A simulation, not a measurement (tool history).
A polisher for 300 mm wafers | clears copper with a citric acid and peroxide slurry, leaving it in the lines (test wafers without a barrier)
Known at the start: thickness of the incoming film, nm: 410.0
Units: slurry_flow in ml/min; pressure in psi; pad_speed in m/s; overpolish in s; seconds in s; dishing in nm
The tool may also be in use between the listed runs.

run  hour  slurry_flow  pressure  pad_speed  slurry_solids  overpolish  seconds  dishing
  1   0.0          180       4.1       1.26            1.0           9   119.79   21.411
  2   1.7          180       3.6       1.26            1.0           9   129.99   18.924
  3  10.7          135       3.6       1.26            1.0           9   141.66   18.201
  4  15.4          135       3.6       1.26            1.0          12   139.67   23.518
  5  16.1          135       3.6       1.26            1.0          10   140.45   20.262
  6  23.3          130       3.9       1.26            1.0          11   128.83   23.383

The next listed run, before its measurement:
  7  25.6          130       4.0       1.26            1.0          12        ?        ?

Run 7 gave seconds 133.10 s, dishing 25.803 nm.
